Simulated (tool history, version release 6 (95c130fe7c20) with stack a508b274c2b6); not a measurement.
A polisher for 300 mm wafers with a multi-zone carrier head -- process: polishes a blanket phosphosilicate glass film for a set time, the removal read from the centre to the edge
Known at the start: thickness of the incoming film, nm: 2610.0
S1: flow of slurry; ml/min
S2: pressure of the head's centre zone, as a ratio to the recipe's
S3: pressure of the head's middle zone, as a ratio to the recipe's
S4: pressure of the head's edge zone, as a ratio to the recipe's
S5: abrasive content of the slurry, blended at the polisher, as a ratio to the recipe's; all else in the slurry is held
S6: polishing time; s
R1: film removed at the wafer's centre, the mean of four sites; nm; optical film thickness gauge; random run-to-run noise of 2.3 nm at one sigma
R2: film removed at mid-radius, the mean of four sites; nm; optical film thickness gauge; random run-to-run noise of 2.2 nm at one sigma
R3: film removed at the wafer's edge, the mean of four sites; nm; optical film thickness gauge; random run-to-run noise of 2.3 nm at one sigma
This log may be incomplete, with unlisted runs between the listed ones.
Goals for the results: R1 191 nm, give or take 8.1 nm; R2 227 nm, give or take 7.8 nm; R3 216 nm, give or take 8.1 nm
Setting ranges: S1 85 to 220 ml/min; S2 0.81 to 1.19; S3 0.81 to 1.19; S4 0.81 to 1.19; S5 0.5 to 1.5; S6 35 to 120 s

run,hour,S1,S2,S3,S4,S5,S6,R1,R2,R3
1,0,140,1,1,1,1,77,372.54,368.68,370.52
2,5.7,130,0.95,1,0.96,0.85,71,293.39,308.08,309.39
3,11.5,125,0.92,1.01,0.92,0.75,68,244.97,268.86,265.7
4,14.8,120,0.9,1.02,0.89,0.7,68,228.51,262.08,249.01
5,16.3,120,0.9,1.02,0.82,0.7,68,229.9,259,236.56
6,23.9,110,0.88,1.01,0.82,0.65,68,209.62,241.24,226.49
7,26.9,90,0.85,1.01,0.81,0.6,68,177.23,218.54,199.99
8,28.3,95,0.85,1,0.82,0.6,68,182.3,218.26,211.51
9,34.8,95,0.85,1,0.82,0.6,68,183.61,219.03,206.81

4 next moves are on the table. One of them brings every result within its allowed miss. Which?
A,41.3,135,0.91,0.96,0.93,0.65,59,?,?,?
B,41.3,95,0.83,1.13,0.88,0.6,67,?,?,?
C,41.3,120,0.81,0.99,0.94,0.7,59,?,?,?
D,41.3,90,0.85,1,0.83,0.65,67,?,?,?

move,R1,R2,R3
A,197.95,208.01,211.77
B,177.38,235.76,209.35
C,180.47,219.35,220.3
D,189.53,223.31,214.66
A: meets the target for the result that was furthest off, but another lies outside its allowed miss
B: meets the target for the result that was furthest off, but another lies outside its allowed miss
C: meets the target for the result that was furthest off, but another lies outside its allowed miss
D: each result inside its tolerance
Answer: D
